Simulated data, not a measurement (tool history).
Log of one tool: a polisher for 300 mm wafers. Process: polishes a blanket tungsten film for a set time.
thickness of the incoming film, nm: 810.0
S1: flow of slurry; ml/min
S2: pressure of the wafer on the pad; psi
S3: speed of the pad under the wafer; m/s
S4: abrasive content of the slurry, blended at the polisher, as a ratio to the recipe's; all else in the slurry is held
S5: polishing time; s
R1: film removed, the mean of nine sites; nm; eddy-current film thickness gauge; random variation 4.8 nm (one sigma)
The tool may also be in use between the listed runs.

| run | hour | S1 | S2 | S3 | S4 | S5 | R1 |
|---|---|---|---|---|---|---|---|
| 1 | 0 | 165 | 3.7 | 1.2 | 1 | 74 | 341.51 |
| 2 | 5 | 165 | 3.8 | 1.2 | 1 | 74 | 340.94 |
| 3 | 11.1 | 165 | 4.3 | 1.2 | 1 | 74 | 378.9 |
| 4 | 17.4 | 165 | 4.4 | 1.2 | 1 | 74 | 386.66 |
| 5 | 24.6 | 165 | 4.5 | 1.2 | 1 | 74 | 393.92 |
| 6 | 29.6 | 165 | 4.1 | 1.2 | 1 | 74 | 363.02 |
| 7 | 35.3 | 165 | 4.2 | 1.2 | 1 | 74 | 364.77 |
| 8 | 42 | 165 | 4.3 | 1.2 | 1 | 74 | 371.91 |

Run 9 comes next. What will it give?
| 9 | 42.7 | 165 | 4.4 | 1.2 | 1 | 74 | ? |

R1: 385.65 nm
